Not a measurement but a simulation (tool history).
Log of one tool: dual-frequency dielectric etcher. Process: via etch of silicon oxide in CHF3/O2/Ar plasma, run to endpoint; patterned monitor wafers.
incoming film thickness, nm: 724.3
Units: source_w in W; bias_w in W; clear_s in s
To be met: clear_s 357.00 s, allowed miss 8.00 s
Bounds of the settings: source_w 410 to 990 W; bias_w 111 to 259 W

run  hour  source_w  bias_w  clear_s
  1   0.0       700     185   310.49
  2   8.9       650     181   320.13
  3  13.2       610     178   330.03
  4  18.4       660     178   323.16
  5  21.9       540     178   338.51
  6  28.9       520     176   344.82
  7  29.6       510     175   348.29
  8  38.1       510     175   346.09

Which of these 4 next moves meets every target?
  A  46.6       540     203        ?
  B  46.6       540     179        ?
  C  46.6       480     168        ?
  D  46.6       560     169        ?

move  clear_s
   A   323.75
   B   338.03
   C   356.83
   D   341.09
A: further off than the last run
B: further off than the last run
C: meets every target
D: further off than the last run
Move C is the one to make.
